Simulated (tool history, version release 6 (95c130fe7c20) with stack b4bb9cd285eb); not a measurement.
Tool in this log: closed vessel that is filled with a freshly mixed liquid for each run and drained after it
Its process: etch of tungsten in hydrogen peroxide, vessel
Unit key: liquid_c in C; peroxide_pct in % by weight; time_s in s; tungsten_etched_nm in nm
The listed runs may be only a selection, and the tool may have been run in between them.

{"run": 1, "hour": 0.0, "liquid_c": 52, "peroxide_pct": 18.5, "time_s": 100, "tungsten_etched_nm": 277.75}
{"run": 2, "hour": 5.5, "liquid_c": 55.5, "peroxide_pct": 18.5, "time_s": 100, "tungsten_etched_nm": 343.46}
{"run": 3, "hour": 6.8, "liquid_c": 58, "peroxide_pct": 18.5, "time_s": 100, "tungsten_etched_nm": 394.7}
{"run": 4, "hour": 12.7, "liquid_c": 60, "peroxide_pct": 18.5, "time_s": 100, "tungsten_etched_nm": 444.76}
{"run": 5, "hour": 14.9, "liquid_c": 61, "peroxide_pct": 18.5, "time_s": 100, "tungsten_etched_nm": 468.16}
{"run": 6, "hour": 18.6, "liquid_c": 62, "peroxide_pct": 18.5, "time_s": 100, "tungsten_etched_nm": 492.19}
{"run": 7, "hour": 24.3, "liquid_c": 63, "peroxide_pct": 18.5, "time_s": 100, "tungsten_etched_nm": 530}
{"run": 8, "hour": 33.4, "liquid_c": 63.5, "peroxide_pct": 18.5, "time_s": 100, "tungsten_etched_nm": 543.96}
{"run": 9, "hour": 42.0, "liquid_c": 64, "peroxide_pct": 18.5, "time_s": 100, "tungsten_etched_nm": 556.21}

Run 10 comes next. What will it give?
{"run": 10, "hour": 45.1, "liquid_c": 64.5, "peroxide_pct": 18.5, "time_s": 100, "tungsten_etched_nm": "?"}

{"run 10": {"tungsten_etched_nm": 572.19}}
